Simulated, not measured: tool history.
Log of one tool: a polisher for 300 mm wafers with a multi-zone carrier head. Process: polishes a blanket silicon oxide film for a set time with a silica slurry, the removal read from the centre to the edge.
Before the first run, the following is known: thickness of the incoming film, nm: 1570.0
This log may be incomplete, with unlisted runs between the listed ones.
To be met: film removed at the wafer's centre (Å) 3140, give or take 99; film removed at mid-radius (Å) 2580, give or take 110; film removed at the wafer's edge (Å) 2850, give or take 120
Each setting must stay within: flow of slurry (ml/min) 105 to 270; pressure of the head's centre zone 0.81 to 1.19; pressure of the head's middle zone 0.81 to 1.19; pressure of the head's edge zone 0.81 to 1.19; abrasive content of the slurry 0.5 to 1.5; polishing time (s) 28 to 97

run  hour  flow of slurry (ml/min)  pressure of the head's centre zone  pressure of the head's middle zone  pressure of the head's edge zone  abrasive content of the slurry  polishing time (s)  film removed at the wafer's centre (Å)  film removed at mid-radius (Å)  film removed at the wafer's edge (Å)
  1     0                      175                                   1                                   1                                 1                               1                  62                                  2064.4                          1984.3                                1942.6
  2   0.8                      150                                   1                                   1                                 1                               1                  62                                  2032.4                          2021.1                                1936.4
  3   9.1                      155                                1.02                                0.99                              1.03                             1.1                  63                                  2171.5                          2043.3                                2082.4
  4  16.2                      155                                1.09                                0.99                              1.03                             1.1                  63                                  2360.7                          2070.8                                2055.4
  5  18.1                      160                                 1.1                                0.99                              1.05                             1.2                  64                                  2486.5                          2219.3                                2219.9
  6  20.3                      160                                1.04                                0.99                              1.05                             1.2                  64                                  2322.7                          2216.7                                2197.9
     22.3  -- centre zone pressure recalibrated
  7  22.3                      160                                1.06                                0.97                              1.07                            1.25                  65                                  2247.6                          2218.8                                2311.4
  8  28.1                      160                                1.09                                0.95                              1.05                             1.3                  67                                  2433.4                            2289                                2343.9
  9  28.7                      165                                1.11                                0.96                              1.08                            1.25                  68                                  2528.4                          2297.7                                2473.9
 10  29.5                      165                                1.11                                0.96                              1.08                            1.25                  68                                  2536.7                            2332                                2395.7
 11  37.5                      155                                1.13                                0.95                              1.07                             1.3                  70                                  2640.8                            2371                                2475.9
 12  43.8                      170                                1.14                                0.94                              1.08                             1.3                  71                                  2718.3                          2390.8                                2570.6
 13  49.5                      180                                1.15                                0.94                              1.08                             1.3                  71                                    2743                          2385.8                                2647.7
 14  56.9                      190                                1.16                                0.95                              1.07                             1.3                  71                                  2891.1                          2472.8                                2571.5
 15  65.1                      200                                1.17                                0.94                              1.08                             1.3                  72                                  2923.7                          2462.8                                2621.7
 16  66.7                      205                                1.17                                0.94                              1.08                             1.3                  73                                    3030                          2605.7                                2707.6

Exercise: of the 5 proposed moves below, exactly one satisfies all targets within the stated allowed misses. Which move is it?
  A  68.3                      185                                1.08                                0.91                              1.16                            1.35                  83                                       ?                               ?                                     ?
  B  68.3                      180                                1.17                                0.89                              1.06                             1.3                  79                                       ?                               ?                                     ?
  C  68.3                      190                                 1.1                                0.97                              0.99                             1.3                  82                                       ?                               ?                                     ?
  D  68.3                      200                                1.17                                0.94                              1.11                            1.35                  82                                       ?                               ?                                     ?
  E  68.3                      195                                1.12                                0.94                               1.1                            1.25                  83                                       ?                               ?                                     ?

move  film removed at the wafer's centre (Å)  film removed at mid-radius (Å)  film removed at the wafer's edge (Å)
   A                                  3119.4                          2727.1                                3255.9
   B                                  3162.3                          2504.9                                2915.3
   C                                  3118.4                          2820.8                                2943.5
   D                                  3388.9                          2802.2                                3173.1
   E                                  3188.1                          2756.8                                3109.6
A: takes the biggest miss from the last run beyond its target
B: all results in spec
C: gets the furthest-off result to its target, but another result is out of tolerance
D: takes the biggest miss from the last run beyond its target
E: takes the biggest miss from the last run beyond its target
B is the move that brings every result within its allowed miss.
